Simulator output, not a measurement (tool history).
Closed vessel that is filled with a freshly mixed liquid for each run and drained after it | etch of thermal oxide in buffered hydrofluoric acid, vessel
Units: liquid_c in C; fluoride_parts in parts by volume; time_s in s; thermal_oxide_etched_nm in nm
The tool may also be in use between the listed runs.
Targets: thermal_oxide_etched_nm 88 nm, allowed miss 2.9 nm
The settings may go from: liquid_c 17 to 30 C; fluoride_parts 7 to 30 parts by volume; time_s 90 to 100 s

run 1 hour=0 | liquid_c=22 fluoride_parts=19 time_s=90 | thermal_oxide_etched_nm=49.409
run 2 hour=1.8 | liquid_c=22 fluoride_parts=16.5 time_s=90 | thermal_oxide_etched_nm=55.895
run 3 hour=6.4 | liquid_c=24 fluoride_parts=16.5 time_s=90 | thermal_oxide_etched_nm=64.03
run 4 hour=9.5 | liquid_c=24 fluoride_parts=16.5 time_s=90 | thermal_oxide_etched_nm=63.345
run 5 hour=16.3 | liquid_c=25 fluoride_parts=16.5 time_s=90 | thermal_oxide_etched_nm=67.361
run 6 hour=17.5 | liquid_c=25 fluoride_parts=19.5 time_s=90 | thermal_oxide_etched_nm=57.086
run 7 hour=23.1 | liquid_c=26 fluoride_parts=19 time_s=90 | thermal_oxide_etched_nm=62.478
run 8 hour=28.8 | liquid_c=27 fluoride_parts=18.5 time_s=90 | thermal_oxide_etched_nm=66.012
run 9 hour=33.8 | liquid_c=27.5 fluoride_parts=18 time_s=90 | thermal_oxide_etched_nm=70.52
run 10 hour=41.1 | liquid_c=28 fluoride_parts=17.5 time_s=90 | thermal_oxide_etched_nm=74.488
run 11 hour=46.4 | liquid_c=28.5 fluoride_parts=17 time_s=90 | thermal_oxide_etched_nm=79.01
run 12 hour=47 | liquid_c=29 fluoride_parts=17 time_s=90 | thermal_oxide_etched_nm=80.55

Which of these 5 next moves meets every target?
run A hour=47.6 | liquid_c=30 fluoride_parts=20.5 time_s=100 | thermal_oxide_etched_nm=?
run B hour=47.6 | liquid_c=29 fluoride_parts=19 time_s=90 | thermal_oxide_etched_nm=?
run C hour=47.6 | liquid_c=29.5 fluoride_parts=18 time_s=100 | thermal_oxide_etched_nm=?
run D hour=47.6 | liquid_c=30 fluoride_parts=20 time_s=90 | thermal_oxide_etched_nm=?
run E hour=47.6 | liquid_c=24 fluoride_parts=15.5 time_s=95 | thermal_oxide_etched_nm=?

move=A thermal_oxide_etched_nm=81.091
move=B thermal_oxide_etched_nm=72.911
move=C thermal_oxide_etched_nm=87.361
move=D thermal_oxide_etched_nm=74.224
move=E thermal_oxide_etched_nm=71.539
A: nearer than the last run, and not there yet
B: further off than the last run
C: meets every target
D: further off than the last run
E: further off than the last run
Move C is the one to make.

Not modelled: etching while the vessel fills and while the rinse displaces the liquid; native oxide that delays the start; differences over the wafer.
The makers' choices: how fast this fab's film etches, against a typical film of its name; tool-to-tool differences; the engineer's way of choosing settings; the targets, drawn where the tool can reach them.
